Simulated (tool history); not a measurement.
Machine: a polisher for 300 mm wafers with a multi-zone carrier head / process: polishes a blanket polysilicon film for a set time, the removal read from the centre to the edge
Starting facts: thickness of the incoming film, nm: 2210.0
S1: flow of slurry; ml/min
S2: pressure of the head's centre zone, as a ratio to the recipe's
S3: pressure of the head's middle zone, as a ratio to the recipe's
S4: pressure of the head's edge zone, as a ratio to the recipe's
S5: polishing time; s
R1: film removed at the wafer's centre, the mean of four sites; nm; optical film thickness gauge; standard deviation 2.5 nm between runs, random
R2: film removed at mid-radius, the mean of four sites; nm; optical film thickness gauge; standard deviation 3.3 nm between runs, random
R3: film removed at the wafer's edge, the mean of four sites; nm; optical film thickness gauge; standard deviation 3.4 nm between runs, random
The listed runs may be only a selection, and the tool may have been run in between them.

run,hour,S1,S2,S3,S4,S5,R1,R2,R3
1,0,155,1,1,1,64,546.97,545.24,565.47
2,1.4,155,1,1.04,1,64,548.66,566.82,576.95
3,7.9,150,1,1.05,0.98,60,519.8,531.46,526.6
4,8.8,130,1,1.05,0.98,60,501.82,525.49,509.26
5,13.9,125,0.99,1.05,0.96,57,471.03,486.28,476.52
6,18.4,125,0.92,1.05,0.96,57,435.97,486.99,484.55

Run 7 has not been measured yet. What should we expect?
7,19.5,130,0.98,1.11,0.86,39,?,?,?

R1: 318.63 nm
R2: 348.11 nm
R3: 315.92 nm

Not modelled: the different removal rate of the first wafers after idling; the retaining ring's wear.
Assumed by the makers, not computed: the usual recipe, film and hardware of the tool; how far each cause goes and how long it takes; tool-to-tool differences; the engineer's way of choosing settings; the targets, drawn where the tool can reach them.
